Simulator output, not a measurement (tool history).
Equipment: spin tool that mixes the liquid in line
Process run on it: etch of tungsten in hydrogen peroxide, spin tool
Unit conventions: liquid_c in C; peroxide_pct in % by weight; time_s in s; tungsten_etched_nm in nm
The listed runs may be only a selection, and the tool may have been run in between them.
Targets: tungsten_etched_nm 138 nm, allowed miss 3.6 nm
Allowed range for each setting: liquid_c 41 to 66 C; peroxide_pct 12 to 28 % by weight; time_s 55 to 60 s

{"run": 1, "day": 0.0, "liquid_c": 57, "peroxide_pct": 19, "time_s": 55, "tungsten_etched_nm": 72.499}
{"run": 2, "day": 0.346, "liquid_c": 59.5, "peroxide_pct": 20, "time_s": 55, "tungsten_etched_nm": 86.722}
{"run": 3, "day": 0.604, "liquid_c": 59.5, "peroxide_pct": 20, "time_s": 60, "tungsten_etched_nm": 94.131}
{"run": 4, "day": 0.708, "liquid_c": 61, "peroxide_pct": 20.5, "time_s": 60, "tungsten_etched_nm": 103.69}
{"run": 5, "day": 0.833, "liquid_c": 62.5, "peroxide_pct": 21, "time_s": 60, "tungsten_etched_nm": 113.37}
{"run": 6, "day": 0.925, "liquid_c": 62.5, "peroxide_pct": 23.5, "time_s": 60, "tungsten_etched_nm": 119.95}
{"run": 7, "day": 1.033, "liquid_c": 63, "peroxide_pct": 23.5, "time_s": 60, "tungsten_etched_nm": 125.75}
{"run": 8, "day": 1.317, "liquid_c": 63.5, "peroxide_pct": 23.5, "time_s": 60, "tungsten_etched_nm": 127.72}
{"run": 9, "day": 1.442, "liquid_c": 64, "peroxide_pct": 23.5, "time_s": 60, "tungsten_etched_nm": 132.08}

Of the 4 settings listed for the next run, only one would bring every result within its allowed miss of target. Which one?
{"run": "A", "day": 1.567, "liquid_c": 66, "peroxide_pct": 24, "time_s": 55, "tungsten_etched_nm": "?"}
{"run": "B", "day": 1.567, "liquid_c": 65.5, "peroxide_pct": 25.5, "time_s": 60, "tungsten_etched_nm": "?"}
{"run": "C", "day": 1.567, "liquid_c": 66, "peroxide_pct": 19, "time_s": 60, "tungsten_etched_nm": "?"}
{"run": "D", "day": 1.567, "liquid_c": 66, "peroxide_pct": 24, "time_s": 60, "tungsten_etched_nm": "?"}

move=A tungsten_etched_nm=137.4
move=B tungsten_etched_nm=150.27
move=C tungsten_etched_nm=133.37
move=D tungsten_etched_nm=149.89
A: all results land within tolerance of their targets
B: pushes the last run's worst result past its target
C: gains on the last run, yet a result remains outside its allowed miss
D: pushes the last run's worst result past its target
The right move is A.

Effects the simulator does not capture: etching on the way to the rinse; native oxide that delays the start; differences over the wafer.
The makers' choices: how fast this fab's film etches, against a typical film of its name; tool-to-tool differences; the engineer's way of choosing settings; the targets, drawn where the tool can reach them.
